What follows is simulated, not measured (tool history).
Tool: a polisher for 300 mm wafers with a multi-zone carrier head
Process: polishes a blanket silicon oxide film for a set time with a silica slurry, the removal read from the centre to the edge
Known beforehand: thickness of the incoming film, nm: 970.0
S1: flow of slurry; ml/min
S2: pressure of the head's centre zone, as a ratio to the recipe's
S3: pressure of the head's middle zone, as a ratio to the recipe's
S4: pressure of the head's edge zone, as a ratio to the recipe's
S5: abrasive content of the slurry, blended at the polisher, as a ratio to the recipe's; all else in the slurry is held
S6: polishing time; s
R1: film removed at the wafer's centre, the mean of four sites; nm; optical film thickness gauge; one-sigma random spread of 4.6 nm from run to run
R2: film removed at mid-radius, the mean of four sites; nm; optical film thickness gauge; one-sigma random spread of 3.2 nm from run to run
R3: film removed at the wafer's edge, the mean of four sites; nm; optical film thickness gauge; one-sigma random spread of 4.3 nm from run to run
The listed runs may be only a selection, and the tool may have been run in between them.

| run | day | S1 | S2 | S3 | S4 | S5 | S6 | R1 | R2 | R3 |
|---|---|---|---|---|---|---|---|---|---|---|
| 1 | 0 | 210 | 1 | 1 | 1 | 1 | 64 | 276.65 | 277.08 | 282.32 |
| 2 | 0.367 | 210 | 1.06 | 1 | 1 | 1 | 64 | 291.78 | 283.13 | 283.74 |
| 3 | 0.575 | 210 | 1.06 | 0.93 | 1 | 1 | 64 | 294.96 | 267.05 | 285.11 |
| 4 | 0.942 | 210 | 1.06 | 0.93 | 1 | 1.2 | 64 | 319.2 | 292.22 | 309.74 |
| 5 | 1.008 | 210 | 1.06 | 0.93 | 1 | 1.1 | 64 | 303.7 | 277.7 | 303.86 |
| 6 | 1.296 | 215 | 1.07 | 0.94 | 1.02 | 1.15 | 64 | 318.65 | 285.51 | 303.49 |
| 7 | 1.396 | 215 | 1.06 | 0.94 | 1.02 | 1.2 | 65 | 328.56 | 303.75 | 322.25 |

Run 8 comes next. What will it give?
| 8 | 1.45 | 220 | 1.06 | 0.94 | 1.04 | 1.2 | 65 | ? | ? | ? |

R1: 327.68 nm
R2: 299.65 nm
R3: 318 nm
